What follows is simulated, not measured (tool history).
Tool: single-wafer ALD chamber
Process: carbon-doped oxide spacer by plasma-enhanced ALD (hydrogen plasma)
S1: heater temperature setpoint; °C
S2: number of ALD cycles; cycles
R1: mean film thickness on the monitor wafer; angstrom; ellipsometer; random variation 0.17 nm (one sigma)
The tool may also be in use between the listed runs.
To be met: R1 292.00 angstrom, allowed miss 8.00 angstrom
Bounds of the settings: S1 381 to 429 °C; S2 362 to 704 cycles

Run 1, hour 0.0: S1 405 °C, S2 533 cycles. Result: R1 236.24 angstrom.
Run 2, hour 2.6: S1 411 °C, S2 533 cycles. Result: R1 236.34 angstrom.
Run 3, hour 7.9: S1 411 °C, S2 505 cycles. Result: R1 223.07 angstrom.
Run 4, hour 9.3: S1 415 °C, S2 505 cycles. Result: R1 217.96 angstrom.
Run 5, hour 10.5: S1 422 °C, S2 505 cycles. Result: R1 216.10 angstrom.
Run 6, hour 17.2: S1 421 °C, S2 537 cycles. Result: R1 228.04 angstrom.
Run 7, hour 24.2: S1 418 °C, S2 563 cycles. Result: R1 242.80 angstrom.
Run 8, hour 27.7: S1 416 °C, S2 582 cycles. Result: R1 252.34 angstrom.

4 next moves are on the table. One of them brings every result within its allowed miss. Which?
Run A, hour 31.2: S1 420 °C, S2 526 cycles. Result: R1 ?.
Run B, hour 31.2: S1 410 °C, S2 704 cycles. Result: R1 ?.
Run C, hour 31.2: S1 415 °C, S2 671 cycles. Result: R1 ?.
Run D, hour 31.2: S1 409 °C, S2 622 cycles. Result: R1 ?.

move      R1
   A  223.35
   B  308.56
   C  289.50
   D  273.47
A: further off than the last run
B: takes the result that was furthest off past its target
C: meets every target
D: nearer than the last run, and not there yet
The right move is C.
